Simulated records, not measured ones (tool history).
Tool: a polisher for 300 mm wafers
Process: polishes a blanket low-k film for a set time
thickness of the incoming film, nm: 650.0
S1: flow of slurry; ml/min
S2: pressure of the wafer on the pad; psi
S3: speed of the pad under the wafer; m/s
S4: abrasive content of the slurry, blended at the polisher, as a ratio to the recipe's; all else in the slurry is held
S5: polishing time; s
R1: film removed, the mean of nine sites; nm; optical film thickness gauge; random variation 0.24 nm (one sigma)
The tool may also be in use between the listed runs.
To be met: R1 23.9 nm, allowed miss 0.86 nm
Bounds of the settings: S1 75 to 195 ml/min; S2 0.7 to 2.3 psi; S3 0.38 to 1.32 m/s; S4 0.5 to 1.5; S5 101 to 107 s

run 1 hour=0 | S1=125 S2=1.5 S3=0.84 S4=1 S5=101 | R1=31.815
run 2 hour=6.6 | S1=120 S2=1.4 S3=0.84 S4=1 S5=101 | R1=29.751
run 3 hour=8.3 | S1=115 S2=1.3 S3=0.84 S4=1 S5=101 | R1=27.286
run 4 hour=9.4 | S1=110 S2=1.3 S3=0.84 S4=1 S5=101 | R1=27.093
run 5 hour=15.2 | S1=105 S2=1.3 S3=0.84 S4=1 S5=101 | R1=26.888
run 6 hour=23.3 | S1=105 S2=1.5 S3=0.84 S4=1 S5=101 | R1=30.664
run 7 hour=25.8 | S1=100 S2=1.4 S3=0.84 S4=1 S5=101 | R1=28.443
run 8 hour=32.9 | S1=95 S2=1.3 S3=0.84 S4=1 S5=101 | R1=25.684
run 9 hour=34.7 | S1=90 S2=1.3 S3=0.84 S4=1 S5=101 | R1=25.582
run 10 hour=40.8 | S1=85 S2=1.3 S3=0.84 S4=1 S5=101 | R1=25.322

Which of these 4 next moves meets every target?
run A hour=46.9 | S1=135 S2=1.3 S3=0.68 S4=1.15 S5=107 | R1=?
run B hour=46.9 | S1=80 S2=1.4 S3=0.8 S4=1 S5=106 | R1=?
run C hour=46.9 | S1=75 S2=1.3 S3=0.76 S4=1.15 S5=101 | R1=?
run D hour=46.9 | S1=105 S2=1.1 S3=0.92 S4=1 S5=105 | R1=?

move=A R1=27.576
move=B R1=26.903
move=C R1=24.053
move=D R1=25.71
A: further off than the last run
B: further off than the last run
C: meets every target
D: further off than the last run
Move C is the one to make.
